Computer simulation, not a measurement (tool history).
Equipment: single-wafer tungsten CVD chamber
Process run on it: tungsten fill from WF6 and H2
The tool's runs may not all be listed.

run  hour  heater temperature setpoint (°C)  chamber pressure (Torr)  deposition time (s)  mean film thickness on the monitor wafer (Å)
  1     0                               390                     46.5                 17.9                                        550.99
  2   3.5                               382                     45.2                 17.9                                        470.12
  3   8.4                               382                     45.2                 17.9                                        466.22
  4  14.6                               382                     45.2                 17.1                                        447.04
  5  15.8                               382                     45.2                 17.1                                        445.94
  6  21.1                               377                     45.1                 17.1                                        405.69

Run 7 is up next; what results do you expect?
  7    26                               374                       45                 17.1                                             ?

Run 7 gave mean film thickness on the monitor wafer (Å) 383.59.

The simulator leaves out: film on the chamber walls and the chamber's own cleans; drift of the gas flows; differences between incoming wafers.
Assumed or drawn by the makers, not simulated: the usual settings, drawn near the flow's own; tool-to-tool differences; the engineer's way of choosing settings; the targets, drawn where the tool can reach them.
